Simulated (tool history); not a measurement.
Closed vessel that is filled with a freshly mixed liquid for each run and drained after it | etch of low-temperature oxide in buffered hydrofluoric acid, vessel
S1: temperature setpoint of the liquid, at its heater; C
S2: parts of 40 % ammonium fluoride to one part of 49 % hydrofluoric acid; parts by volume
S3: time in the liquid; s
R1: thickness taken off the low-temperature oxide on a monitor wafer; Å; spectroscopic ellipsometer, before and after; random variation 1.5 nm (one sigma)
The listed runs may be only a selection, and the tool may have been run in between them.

run 1 hour=0 | S1=21 S2=21 S3=105 | R1=2273.2
run 2 hour=6.7 | S1=21 S2=21 S3=105 | R1=2309.1
run 3 hour=10.5 | S1=21 S2=21 S3=110 | R1=2399.2
run 4 hour=15 | S1=20.5 S2=21 S3=110 | R1=2348.7
run 5 hour=16.4 | S1=20 S2=21 S3=110 | R1=2278.6
run 6 hour=19.6 | S1=22 S2=21 S3=110 | R1=2552.4

The next listed run, before its measurement:
run 7 hour=26.3 | S1=21.5 S2=21 S3=110 | R1=?

{"run 7": {"R1": 2496.9}}
